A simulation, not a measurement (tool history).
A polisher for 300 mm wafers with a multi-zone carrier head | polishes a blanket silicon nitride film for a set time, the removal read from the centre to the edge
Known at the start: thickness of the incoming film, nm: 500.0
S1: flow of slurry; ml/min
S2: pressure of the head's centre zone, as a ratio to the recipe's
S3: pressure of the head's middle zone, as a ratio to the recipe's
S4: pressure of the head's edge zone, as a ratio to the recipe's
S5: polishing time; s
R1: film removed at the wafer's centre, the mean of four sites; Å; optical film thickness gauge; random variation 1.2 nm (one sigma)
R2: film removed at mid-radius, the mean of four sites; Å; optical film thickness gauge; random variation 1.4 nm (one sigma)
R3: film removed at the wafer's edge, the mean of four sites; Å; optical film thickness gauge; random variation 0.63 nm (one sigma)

run,day,S1,S2,S3,S4,S5,R1,R2,R3
1,0,120,1,1,1,78,1748.7,1772,1716.8
2,0.35,115,1.02,0.99,0.95,64,1462.6,1409.1,1353.4
3,0.388,140,1.02,0.99,0.95,64,1516.7,1505.6,1408.1
4,0.633,140,1.02,0.99,0.95,75,1776.1,1723.5,1654.9
5,0.846,140,1.1,0.99,0.95,75,1988.9,1770.9,1656.5
6,1.196,140,1.1,0.99,0.9,75,1943.3,1723.1,1618.3
7,1.525,130,1.08,0.99,0.87,64,1563.6,1421,1364.4

Forecast run 8:
8,1.771,125,1.09,1,0.86,55,?,?,?

R1: 1367.3 Å
R2: 1269.3 Å
R3: 1147.8 Å
